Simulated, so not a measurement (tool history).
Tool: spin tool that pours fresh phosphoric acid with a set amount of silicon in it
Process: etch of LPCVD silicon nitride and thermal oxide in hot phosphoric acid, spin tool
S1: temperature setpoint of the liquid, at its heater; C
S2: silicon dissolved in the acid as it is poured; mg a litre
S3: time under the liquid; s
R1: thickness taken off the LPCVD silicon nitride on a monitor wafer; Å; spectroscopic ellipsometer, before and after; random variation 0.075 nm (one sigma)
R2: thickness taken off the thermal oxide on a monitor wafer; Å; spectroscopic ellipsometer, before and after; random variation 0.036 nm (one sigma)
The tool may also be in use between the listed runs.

run,hour,S1,S2,S3,R1,R2
1,0.0,163.0,16.5,55,54.777,1.4047
2,7.3,163.0,23.0,55,54.415,0.9921
3,12.1,164.0,21.0,60,61.930,1.3574
4,18.7,164.0,13.0,60,61.350,2.1769
5,21.3,166.0,13.0,60,64.987,2.1540
6,27.1,166.0,6.5,60,65.357,2.1769

The next listed run, before its measurement:
7,28.8,166.5,9.0,65,?,?

R1: 73.178 Å
R2: 2.2895 Å
